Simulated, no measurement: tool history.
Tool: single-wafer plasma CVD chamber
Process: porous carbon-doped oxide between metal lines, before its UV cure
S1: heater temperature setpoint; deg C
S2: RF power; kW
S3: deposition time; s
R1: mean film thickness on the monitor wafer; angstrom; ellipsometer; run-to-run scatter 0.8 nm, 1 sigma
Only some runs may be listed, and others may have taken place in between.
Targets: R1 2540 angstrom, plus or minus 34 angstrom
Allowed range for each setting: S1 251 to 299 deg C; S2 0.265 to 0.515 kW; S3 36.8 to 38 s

run 1 hour=0 | S1=275 S2=0.39 S3=36.8 | R1=1908.4
run 2 hour=4.5 | S1=275 S2=0.36 S3=36.8 | R1=1775.7
run 3 hour=11.3 | S1=282 S2=0.36 S3=36.8 | R1=1715.9
run 4 hour=12.6 | S1=282 S2=0.305 S3=36.8 | R1=1500
run 5 hour=19.3 | S1=282 S2=0.325 S3=36.8 | R1=1584.8
run 6 hour=26.9 | S1=277 S2=0.35 S3=36.8 | R1=1729.9
run 7 hour=33.7 | S1=273 S2=0.365 S3=36.8 | R1=1830.3
run 8 hour=42.7 | S1=270 S2=0.38 S3=36.8 | R1=1926.5
run 9 hour=45.3 | S1=267 S2=0.395 S3=36.8 | R1=2026.2
run 10 hour=53.7 | S1=265 S2=0.405 S3=36.8 | R1=2085.3

Pick the move, out of 4, that brings all results within their allowed miss; only one does.
run A hour=62.1 | S1=252 S2=0.45 S3=36.9 | R1=?
run B hour=62.1 | S1=263 S2=0.505 S3=37.7 | R1=?
run C hour=62.1 | S1=262 S2=0.475 S3=37.8 | R1=?
run D hour=62.1 | S1=253 S2=0.44 S3=37.5 | R1=?

move=A R1=2449.3
move=B R1=2531.7
move=C R1=2450.2
move=D R1=2430
A: gains on the last run, yet a result remains outside its allowed miss
B: hits every target within its allowed miss
C: gains on the last run, yet a result remains outside its allowed miss
D: gains on the last run, yet a result remains outside its allowed miss
The move that meets every target is B.

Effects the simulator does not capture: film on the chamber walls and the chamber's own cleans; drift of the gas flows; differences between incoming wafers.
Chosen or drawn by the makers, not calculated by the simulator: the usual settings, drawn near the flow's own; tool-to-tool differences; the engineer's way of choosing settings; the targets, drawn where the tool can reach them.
